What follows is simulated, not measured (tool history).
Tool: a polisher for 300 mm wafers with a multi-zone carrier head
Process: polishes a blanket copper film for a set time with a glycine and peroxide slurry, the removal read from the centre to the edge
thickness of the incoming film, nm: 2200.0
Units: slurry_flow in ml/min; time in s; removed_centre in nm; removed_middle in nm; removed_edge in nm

{"run": 1, "hour": 0.0, "slurry_flow": 175, "centre_zone": 1.0, "middle_zone": 1.0, "edge_zone": 1.0, "time": 37, "removed_centre": 172.03, "removed_middle": 171.77, "removed_edge": 173.65}
{"run": 2, "hour": 4.4, "slurry_flow": 175, "centre_zone": 1.0, "middle_zone": 1.05, "edge_zone": 1.0, "time": 37, "removed_centre": 172.34, "removed_middle": 177.64, "removed_edge": 170.46}
{"run": 3, "hour": 6.0, "slurry_flow": 165, "centre_zone": 1.03, "middle_zone": 1.02, "edge_zone": 0.96, "time": 32, "removed_centre": 149.5, "removed_middle": 147.81, "removed_edge": 145.45}
{"run": 4, "hour": 10.9, "slurry_flow": 165, "centre_zone": 1.06, "middle_zone": 1.0, "edge_zone": 0.93, "time": 29, "removed_centre": 141.32, "removed_middle": 131.71, "removed_edge": 130.88}
{"run": 5, "hour": 12.6, "slurry_flow": 165, "centre_zone": 1.06, "middle_zone": 1.0, "edge_zone": 0.97, "time": 29, "removed_centre": 139.44, "removed_middle": 132.21, "removed_edge": 130.8}
{"run": 6, "hour": 17.1, "slurry_flow": 160, "centre_zone": 1.08, "middle_zone": 0.99, "edge_zone": 0.96, "time": 27, "removed_centre": 130.34, "removed_middle": 120.3, "removed_edge": 120.97}
{"run": 7, "hour": 24.7, "slurry_flow": 155, "centre_zone": 1.1, "middle_zone": 0.98, "edge_zone": 0.95, "time": 25, "removed_centre": 123.48, "removed_middle": 112.25, "removed_edge": 112.86}
{"run": 8, "hour": 33.3, "slurry_flow": 145, "centre_zone": 1.12, "middle_zone": 0.97, "edge_zone": 0.93, "time": 24, "removed_centre": 117.07, "removed_middle": 106.86, "removed_edge": 105.52}
{"run": 9, "hour": 38.0, "slurry_flow": 140, "centre_zone": 1.14, "middle_zone": 0.94, "edge_zone": 0.91, "time": 24, "removed_centre": 119.16, "removed_middle": 102.7, "removed_edge": 102.19}
{"run": 10, "hour": 39.6, "slurry_flow": 140, "centre_zone": 1.14, "middle_zone": 0.94, "edge_zone": 0.91, "time": 24, "removed_centre": 119.7, "removed_middle": 103.05, "removed_edge": 103.04}

The next listed run, before its measurement:
{"run": 11, "hour": 41.2, "slurry_flow": 135, "centre_zone": 1.14, "middle_zone": 0.92, "edge_zone": 0.9, "time": 24, "removed_centre": "?", "removed_middle": "?", "removed_edge": "?"}

removed_centre: 117.52 nm
removed_middle: 100.20 nm
removed_edge: 103.98 nm

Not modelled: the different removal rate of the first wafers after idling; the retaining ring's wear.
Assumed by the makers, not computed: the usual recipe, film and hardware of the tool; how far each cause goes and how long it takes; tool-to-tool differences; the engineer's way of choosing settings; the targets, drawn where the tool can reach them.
